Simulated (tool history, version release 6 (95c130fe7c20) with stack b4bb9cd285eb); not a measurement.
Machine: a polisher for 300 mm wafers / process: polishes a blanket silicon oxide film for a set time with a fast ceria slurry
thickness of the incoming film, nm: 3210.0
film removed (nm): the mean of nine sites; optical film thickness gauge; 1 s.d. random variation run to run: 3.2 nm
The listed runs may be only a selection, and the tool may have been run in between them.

| run | hour | flow of slurry (ml/min) | pressure of the wafer on the pad (kPa) | speed of the pad under the wafer (m/s) | polishing time (s) | film removed (nm) |
|---|---|---|---|---|---|---|
| 1 | 0.0 | 150 | 17.2 | 1.08 | 31 | 519.61 |
| 2 | 7.3 | 150 | 14.5 | 1.00 | 31 | 421.08 |
| 3 | 12.1 | 150 | 17.9 | 1.00 | 31 | 512.82 |
| 4 | 12.7 | 150 | 15.2 | 0.92 | 31 | 407.76 |
| 5 | 15.5 | 150 | 15.2 | 0.92 | 27 | 352.08 |
| 6 | 19.0 | 135 | 15.2 | 0.92 | 27 | 343.01 |

The next listed run, before its measurement:
| 7 | 22.1 | 125 | 13.8 | 0.92 | 27 | ? |

{"run 7": {"film removed (nm)": 317.79}}
